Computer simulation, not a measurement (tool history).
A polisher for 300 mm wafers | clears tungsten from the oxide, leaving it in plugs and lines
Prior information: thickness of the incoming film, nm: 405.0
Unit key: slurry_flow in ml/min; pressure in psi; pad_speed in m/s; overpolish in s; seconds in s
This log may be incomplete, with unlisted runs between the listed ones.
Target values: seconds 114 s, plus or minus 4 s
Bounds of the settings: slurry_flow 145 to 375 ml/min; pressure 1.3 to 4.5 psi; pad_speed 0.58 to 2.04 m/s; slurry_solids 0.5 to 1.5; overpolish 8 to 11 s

| run | day | slurry_flow | pressure | pad_speed | slurry_solids | overpolish | seconds |
|---|---|---|---|---|---|---|---|
| 1 | 0 | 240 | 2.9 | 1.3 | 1 | 11 | 83.622 |
| 2 | 0.183 | 240 | 2.9 | 1.52 | 1 | 11 | 72.996 |
| 3 | 0.412 | 240 | 2.7 | 1.52 | 1 | 11 | 77.66 |
| 4 | 0.567 | 240 | 2.5 | 1.52 | 1 | 11 | 83.663 |
| 5 | 0.85 | 290 | 2.5 | 1.52 | 1 | 11 | 81.551 |
| 6 | 0.904 | 290 | 2.3 | 1.52 | 1 | 11 | 90.08 |
| 7 | 0.983 | 285 | 1.6 | 1.5 | 1 | 11 | 128.14 |
| 8 | 1.05 | 295 | 1.9 | 1.5 | 1 | 11 | 108.32 |

Which single option among these 4 for the next run brings every result within its allowed miss of target? Just one does.
| A | 1.117 | 285 | 1.8 | 1.42 | 0.95 | 11 | ? |
| B | 1.117 | 305 | 2.1 | 1.4 | 0.95 | 8 | ? |
| C | 1.117 | 285 | 1.9 | 1.38 | 1.05 | 11 | ? |
| D | 1.117 | 335 | 2.1 | 1.36 | 1.2 | 9 | ? |

| move | seconds |
|---|---|
| A | 122.54 |
| B | 106.29 |
| C | 117.13 |
| D | 103.73 |
A: takes the result that was furthest off past its target
B: misses by more than the last run did
C: meets every target
D: misses by more than the last run did
Answer: C
